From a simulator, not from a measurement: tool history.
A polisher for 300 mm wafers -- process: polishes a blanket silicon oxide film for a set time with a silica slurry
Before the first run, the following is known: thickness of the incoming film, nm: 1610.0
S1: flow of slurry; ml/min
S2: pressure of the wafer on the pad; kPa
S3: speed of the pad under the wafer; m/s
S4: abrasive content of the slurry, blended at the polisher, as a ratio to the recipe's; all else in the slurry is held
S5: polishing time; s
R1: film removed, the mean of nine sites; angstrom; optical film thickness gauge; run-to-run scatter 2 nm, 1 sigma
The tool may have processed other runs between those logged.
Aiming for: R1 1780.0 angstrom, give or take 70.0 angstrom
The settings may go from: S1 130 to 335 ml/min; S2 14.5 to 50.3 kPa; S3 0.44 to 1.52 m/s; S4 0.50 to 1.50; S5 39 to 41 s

{"run": 1, "hour": 0.0, "S1": 215, "S2": 32.4, "S3": 0.98, "S4": 1.0, "S5": 39, "R1": 1370.2}
{"run": 2, "hour": 4.7, "S1": 190, "S2": 32.4, "S3": 0.98, "S4": 1.0, "S5": 39, "R1": 1325.2}
{"run": 3, "hour": 7.1, "S1": 190, "S2": 25.5, "S3": 0.98, "S4": 1.0, "S5": 39, "R1": 1066.3}
{"run": 4, "hour": 11.6, "S1": 190, "S2": 25.5, "S3": 0.98, "S4": 1.1, "S5": 39, "R1": 1127.9}
{"run": 5, "hour": 19.0, "S1": 195, "S2": 28.3, "S3": 0.98, "S4": 1.1, "S5": 39, "R1": 1246.3}
{"run": 6, "hour": 27.4, "S1": 195, "S2": 28.3, "S3": 0.98, "S4": 1.1, "S5": 39, "R1": 1222.9}
{"run": 7, "hour": 28.7, "S1": 205, "S2": 30.3, "S3": 0.98, "S4": 1.1, "S5": 39, "R1": 1321.2}
{"run": 8, "hour": 34.6, "S1": 210, "S2": 32.4, "S3": 0.98, "S4": 1.1, "S5": 39, "R1": 1453.4}
{"run": 9, "hour": 36.8, "S1": 220, "S2": 33.1, "S3": 0.98, "S4": 1.1, "S5": 39, "R1": 1455.4}
{"run": 10, "hour": 41.2, "S1": 220, "S2": 34.5, "S3": 0.98, "S4": 1.1, "S5": 39, "R1": 1510.1}
{"run": 11, "hour": 44.4, "S1": 220, "S2": 35.9, "S3": 0.98, "S4": 1.1, "S5": 39, "R1": 1587.7}
{"run": 12, "hour": 45.4, "S1": 225, "S2": 36.5, "S3": 0.98, "S4": 1.1, "S5": 39, "R1": 1591.2}
{"run": 13, "hour": 52.1, "S1": 225, "S2": 37.2, "S3": 0.98, "S4": 1.1, "S5": 39, "R1": 1645.0}
{"run": 14, "hour": 55.8, "S1": 225, "S2": 37.2, "S3": 0.98, "S4": 1.1, "S5": 39, "R1": 1660.1}
{"run": 15, "hour": 60.3, "S1": 225, "S2": 37.9, "S3": 0.98, "S4": 1.1, "S5": 39, "R1": 1664.1}

Of the 5 settings listed for the next run, only one would bring every result within its allowed miss of target. Which one?
{"run": "A", "hour": 64.8, "S1": 240, "S2": 37.2, "S3": 0.96, "S4": 1.05, "S5": 39, "R1": "?"}
{"run": "B", "hour": 64.8, "S1": 245, "S2": 45.5, "S3": 0.98, "S4": 1.05, "S5": 39, "R1": "?"}
{"run": "C", "hour": 64.8, "S1": 230, "S2": 40.7, "S3": 1.02, "S4": 1.15, "S5": 41, "R1": "?"}
{"run": "D", "hour": 64.8, "S1": 200, "S2": 37.9, "S3": 1.1, "S4": 1.1, "S5": 39, "R1": "?"}
{"run": "E", "hour": 64.8, "S1": 200, "S2": 39.3, "S3": 0.78, "S4": 1.2, "S5": 39, "R1": "?"}

move=A R1=1616.2
move=B R1=2001.4
move=C R1=2013.3
move=D R1=1818.8
move=E R1=1517.1
A: misses by more than the last run did
B: the result that was furthest off in the last run now lies on the other side of its target
C: the result that was furthest off in the last run now lies on the other side of its target
D: every result within its allowed miss
E: misses by more than the last run did
D meets every target.
